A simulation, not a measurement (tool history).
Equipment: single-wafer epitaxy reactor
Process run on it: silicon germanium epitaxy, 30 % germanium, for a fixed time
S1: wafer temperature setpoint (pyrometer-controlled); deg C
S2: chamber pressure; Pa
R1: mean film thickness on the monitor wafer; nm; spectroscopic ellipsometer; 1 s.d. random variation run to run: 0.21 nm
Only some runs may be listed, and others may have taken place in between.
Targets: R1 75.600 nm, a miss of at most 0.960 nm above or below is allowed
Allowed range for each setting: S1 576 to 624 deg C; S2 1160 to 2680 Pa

run 1 hour=0.0 | S1=600 S2=1920 | R1=54.475
run 2 hour=4.8 | S1=600 S2=2040 | R1=56.004
run 3 hour=6.7 | S1=604 S2=2040 | R1=60.049
run 4 hour=9.8 | S1=598 S2=2040 | R1=53.900
run 5 hour=14.3 | S1=598 S2=1840 | R1=52.123
run 6 hour=16.1 | S1=589 S2=1840 | R1=44.116
run 7 hour=18.2 | S1=596 S2=1853 | R1=50.192
run 8 hour=24.5 | S1=602 S2=1853 | R1=55.872
run 9 hour=32.2 | S1=606 S2=1853 | R1=59.957
run 10 hour=36.1 | S1=609 S2=1853 | R1=63.345
run 11 hour=40.9 | S1=611 S2=1853 | R1=65.318
run 12 hour=49.6 | S1=613 S2=1853 | R1=67.821
run 13 hour=51.2 | S1=615 S2=1853 | R1=69.924

Of the 5 settings listed for the next run, only one would bring every result within its allowed miss of target. Which one?
run A hour=52.8 | S1=611 S2=2466 | R1=?
run B hour=52.8 | S1=618 S2=1827 | R1=?
run C hour=52.8 | S1=614 S2=1720 | R1=?
run D hour=52.8 | S1=616 S2=1973 | R1=?
run E hour=52.8 | S1=617 S2=2093 | R1=?

move=A R1=72.312
move=B R1=73.246
move=C R1=66.977
move=D R1=72.743
move=E R1=75.567
A: better than the last run, though not everything is in spec
B: better than the last run, though not everything is in spec
C: the biggest miss grows against the last run
D: better than the last run, though not everything is in spec
E: in spec on every target
The move that meets every target is E.
